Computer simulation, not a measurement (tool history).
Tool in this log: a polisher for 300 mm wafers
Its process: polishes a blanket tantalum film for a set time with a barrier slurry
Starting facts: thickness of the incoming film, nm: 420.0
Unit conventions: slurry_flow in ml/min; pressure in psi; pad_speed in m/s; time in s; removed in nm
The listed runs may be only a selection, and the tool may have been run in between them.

run	hour	slurry_flow	pressure	pad_speed	slurry_solids	time	removed
1	0.0	285	1.6	1.28	1.0	57	95.836
2	3.9	285	1.6	1.28	1.0	52	87.474
3	11.0	285	1.5	1.28	1.0	52	84.382
4	14.1	285	1.5	1.28	0.9	52	79.559
5	22.9	285	1.5	1.28	0.9	52	80.506
6	30.7	285	1.5	1.42	0.9	52	87.193

What will run 7 give?
7	33.2	285	1.4	1.42	0.9	52	?

Run 7 measured removed 81.821 nm.
